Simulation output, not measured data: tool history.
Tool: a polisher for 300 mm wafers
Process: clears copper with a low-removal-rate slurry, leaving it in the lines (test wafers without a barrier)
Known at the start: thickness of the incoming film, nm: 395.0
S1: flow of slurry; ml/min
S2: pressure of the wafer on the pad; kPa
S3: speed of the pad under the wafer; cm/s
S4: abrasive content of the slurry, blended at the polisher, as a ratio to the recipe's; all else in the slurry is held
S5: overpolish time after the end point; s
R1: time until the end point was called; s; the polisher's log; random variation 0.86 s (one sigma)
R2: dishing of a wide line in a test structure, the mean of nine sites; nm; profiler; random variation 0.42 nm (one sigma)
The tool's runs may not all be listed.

Run 1, hour 0.0: S1 285 ml/min, S2 21.4 kPa, S3 106 cm/s, S4 1.00, S5 25 s. Result: R1 113.020 s, R2 49.369 nm.
Run 2, hour 1.1: S1 285 ml/min, S2 21.4 kPa, S3 106 cm/s, S4 1.00, S5 33 s. Result: R1 112.860 s, R2 59.222 nm.
Run 3, hour 8.0: S1 285 ml/min, S2 16.5 kPa, S3 106 cm/s, S4 1.00, S5 33 s. Result: R1 143.900 s, R2 48.494 nm.
Run 4, hour 15.5: S1 245 ml/min, S2 16.5 kPa, S3 106 cm/s, S4 1.00, S5 33 s. Result: R1 147.620 s, R2 48.128 nm.
Run 5, hour 16.2: S1 305 ml/min, S2 15.9 kPa, S3 120 cm/s, S4 1.00, S5 26 s. Result: R1 134.950 s, R2 44.284 nm.
Run 6, hour 23.9: S1 265 ml/min, S2 18.6 kPa, S3 114 cm/s, S4 1.15, S5 21 s. Result: R1 117.720 s, R2 42.036 nm.
Run 7, hour 30.8: S1 235 ml/min, S2 19.3 kPa, S3 116 cm/s, S4 1.25, S5 17 s. Result: R1 110.430 s, R2 37.667 nm.
Run 8, hour 36.2: S1 170 ml/min, S2 19.3 kPa, S3 134 cm/s, S4 1.50, S5 8 s. Result: R1 95.268 s, R2 22.767 nm.
Run 9, hour 38.7: S1 190 ml/min, S2 19.3 kPa, S3 134 cm/s, S4 1.50, S5 8 s. Result: R1 94.248 s, R2 23.514 nm.
Run 10, hour 39.9: S1 210 ml/min, S2 19.3 kPa, S3 134 cm/s, S4 1.50, S5 8 s. Result: R1 93.105 s, R2 24.041 nm.
Run 11, hour 42.5: S1 225 ml/min, S2 19.3 kPa, S3 134 cm/s, S4 1.50, S5 8 s. Result: R1 93.331 s, R2 23.761 nm.

The next listed run, before its measurement:
Run 12, hour 44.9: S1 230 ml/min, S2 20.0 kPa, S3 134 cm/s, S4 1.45, S5 8 s. Result: R1 ?, R2 ?.

R1: 89.047 s
R2: 23.904 nm
